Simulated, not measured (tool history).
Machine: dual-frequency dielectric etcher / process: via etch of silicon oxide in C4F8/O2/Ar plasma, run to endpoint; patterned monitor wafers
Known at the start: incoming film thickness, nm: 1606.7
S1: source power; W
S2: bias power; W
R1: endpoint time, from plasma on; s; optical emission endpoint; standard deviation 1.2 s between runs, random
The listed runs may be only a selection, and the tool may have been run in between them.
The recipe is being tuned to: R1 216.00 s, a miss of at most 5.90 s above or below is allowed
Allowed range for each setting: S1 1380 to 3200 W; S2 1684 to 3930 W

| run | day | S1 | S2 | R1 |
|---|---|---|---|---|
| 1 | 0.000 | 2290 | 2807 | 250.88 |
| 2 | 0.038 | 2380 | 2852 | 242.06 |
| 3 | 0.112 | 2440 | 2872 | 242.68 |
| 4 | 0.162 | 2520 | 2915 | 237.13 |
| 5 | 0.454 | 2580 | 2943 | 233.24 |
| 6 | 0.817 | 2630 | 2963 | 232.16 |
| 7 | 1.096 | 2680 | 2988 | 230.04 |
| 8 | 1.271 | 2720 | 3011 | 227.94 |
| 9 | 1.462 | 2760 | 3031 | 226.10 |
| 10 | 1.825 | 2790 | 3048 | 225.03 |

Consider the 5 candidate settings below. Which is the only one whose results all fall within their allowed miss of target?
| A | 2.188 | 2530 | 2974 | ? |
| B | 2.188 | 2850 | 2429 | ? |
| C | 2.188 | 2520 | 3003 | ? |
| D | 2.188 | 2620 | 3141 | ? |
| E | 2.188 | 3200 | 2864 | ? |

| move | R1 |
|---|---|
| A | 234.96 |
| B | 239.80 |
| C | 234.56 |
| D | 227.73 |
| E | 217.58 |
A: the biggest miss grows against the last run
B: the biggest miss grows against the last run
C: the biggest miss grows against the last run
D: the biggest miss grows against the last run
E: each result inside its tolerance
The right move is E.
